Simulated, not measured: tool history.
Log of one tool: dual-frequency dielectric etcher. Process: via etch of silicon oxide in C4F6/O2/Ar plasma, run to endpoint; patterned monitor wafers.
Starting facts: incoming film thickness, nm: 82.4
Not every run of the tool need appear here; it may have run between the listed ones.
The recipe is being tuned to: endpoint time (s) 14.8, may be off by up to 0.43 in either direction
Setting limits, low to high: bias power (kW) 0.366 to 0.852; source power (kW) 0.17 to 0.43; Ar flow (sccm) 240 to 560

run	day	bias power (kW)	source power (kW)	Ar flow (sccm)	endpoint time (s)
1	0	0.609	0.3	400	19.323
2	0.162	0.609	0.25	400	21.61
3	0.225	0.654	0.28	394	19.344
4	0.283	0.693	0.29	391	18.304
5	0.454	0.693	0.27	391	19.128
6	0.567	0.693	0.31	391	17.344
7	0.733	0.724	0.31	390	17.202
8	1.096	0.748	0.32	388	16.664
9	1.267	0.767	0.33	386	16.285
10	1.371	0.782	0.34	384	15.893
11	1.596	0.795	0.34	383	15.476
12	1.971	0.805	0.34	383	15.378

Next run, 5 choices. One meets every target within its allowed miss, the rest don't. Which?
A	2.346	0.756	0.35	374	?
B	2.346	0.838	0.34	285	?
C	2.346	0.802	0.33	370	?
D	2.346	0.81	0.32	493	?
E	2.346	0.852	0.38	399	?

move	endpoint time (s)
A	15.518
B	14.594
C	15.457
D	15.952
E	13.985
A: moves away from the targets compared with the last run
B: each result inside its tolerance
C: moves away from the targets compared with the last run
D: moves away from the targets compared with the last run
E: takes the biggest miss from the last run beyond its target
Move B is the one to make.
